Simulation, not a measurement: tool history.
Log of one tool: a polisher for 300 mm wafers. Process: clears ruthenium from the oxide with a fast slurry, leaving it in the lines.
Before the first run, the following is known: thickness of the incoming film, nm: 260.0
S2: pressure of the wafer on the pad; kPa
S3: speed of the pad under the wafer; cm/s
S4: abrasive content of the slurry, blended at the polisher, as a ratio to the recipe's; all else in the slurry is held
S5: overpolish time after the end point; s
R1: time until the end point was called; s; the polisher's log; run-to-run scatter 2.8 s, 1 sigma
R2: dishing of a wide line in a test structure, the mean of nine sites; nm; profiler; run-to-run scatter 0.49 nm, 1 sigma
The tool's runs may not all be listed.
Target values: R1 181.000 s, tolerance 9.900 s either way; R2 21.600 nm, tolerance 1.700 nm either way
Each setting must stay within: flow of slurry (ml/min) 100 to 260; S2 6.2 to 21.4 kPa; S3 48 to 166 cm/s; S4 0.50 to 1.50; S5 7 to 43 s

run 1 hour=0.0 | flow_of_slurry_(ml/min)=165 S2=13.8 S3=106 S4=1.00 S5=22 | R1=83.838 R2=32.039
run 2 hour=7.3 | flow_of_slurry_(ml/min)=165 S2=12.4 S3=100 S4=1.00 S5=22 | R1=102.450 R2=29.982
run 3 hour=11.2 | flow_of_slurry_(ml/min)=165 S2=12.4 S3=100 S4=0.90 S5=22 | R1=107.740 R2=29.658
run 4 hour=18.2 | flow_of_slurry_(ml/min)=165 S2=11.0 S3=100 S4=0.90 S5=21 | R1=118.970 R2=26.259
run 5 hour=22.7 | flow_of_slurry_(ml/min)=165 S2=9.7 S3=100 S4=0.90 S5=21 | R1=128.790 R2=24.711
run 6 hour=26.7 | flow_of_slurry_(ml/min)=165 S2=9.7 S3=84 S4=0.90 S5=21 | R1=153.660 R2=22.529
run 7 hour=35.2 | flow_of_slurry_(ml/min)=165 S2=9.0 S3=84 S4=0.90 S5=22 | R1=161.900 R2=22.373
run 8 hour=40.9 | flow_of_slurry_(ml/min)=165 S2=8.3 S3=84 S4=0.90 S5=23 | R1=166.520 R2=21.903
run 9 hour=49.0 | flow_of_slurry_(ml/min)=165 S2=8.3 S3=84 S4=0.90 S5=24 | R1=168.930 R2=22.541

Below are 5 possible settings for the next run. Only one of them brings all results inside the allowed miss of their targets. Which is it?
run A hour=57.1 | flow_of_slurry_(ml/min)=195 S2=8.3 S3=126 S4=0.65 S5=18 | R1=? R2=?
run B hour=57.1 | flow_of_slurry_(ml/min)=150 S2=9.0 S3=80 S4=1.00 S5=23 | R1=? R2=?
run C hour=57.1 | flow_of_slurry_(ml/min)=160 S2=6.2 S3=100 S4=0.85 S5=23 | R1=? R2=?
run D hour=57.1 | flow_of_slurry_(ml/min)=145 S2=8.3 S3=86 S4=1.00 S5=23 | R1=? R2=?
run E hour=57.1 | flow_of_slurry_(ml/min)=135 S2=9.7 S3=78 S4=0.95 S5=32 | R1=? R2=?

move=A R1=157.220 R2=20.135
move=B R1=159.890 R2=23.521
move=C R1=185.390 R2=21.301
move=D R1=158.850 R2=23.620
move=E R1=164.150 R2=28.230
A: its largest miss is bigger than the last run's
B: its largest miss is bigger than the last run's
C: each result inside its tolerance
D: its largest miss is bigger than the last run's
E: its largest miss is bigger than the last run's
Move C is the one to make.
